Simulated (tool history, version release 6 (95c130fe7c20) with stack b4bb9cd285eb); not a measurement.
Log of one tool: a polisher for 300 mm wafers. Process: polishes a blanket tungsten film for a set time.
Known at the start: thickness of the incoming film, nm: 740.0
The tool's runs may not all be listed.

run  hour  flow of slurry (ml/min)  pressure of the wafer on the pad (psi)  speed of the pad under the wafer (cm/s)  abrasive content of the slurry  polishing time (s)  film removed (nm)
  1     0                      145                                       4                                      120                               1                  58             420.92
  2     5                      120                                       4                                      120                               1                  58             403.45
  3   7.8                      120                                       4                                      120                               1                  61             431.95
  4   9.5                      125                                     4.2                                      120                               1                  61             439.35
  5  16.2                       95                                     4.2                                      120                               1                  61             438.52
  6  17.4                       95                                     4.2                                      120                            0.85                  61             402.48
  7  25.6                      100                                     4.4                                      120                            0.85                  61             426.57
  8  33.7                      105                                     4.6                                      120                            0.85                  61              442.2
  9  38.3                      105                                     4.8                                      120                            0.85                  61             464.71
 10  43.6                      110                                       5                                      120                            0.85                  61             483.42

The next listed run, before its measurement:
 11  51.7                      115                                     5.2                                      120                            0.85                  61                  ?

{"run 11": {"film removed (nm)": 504.35}}

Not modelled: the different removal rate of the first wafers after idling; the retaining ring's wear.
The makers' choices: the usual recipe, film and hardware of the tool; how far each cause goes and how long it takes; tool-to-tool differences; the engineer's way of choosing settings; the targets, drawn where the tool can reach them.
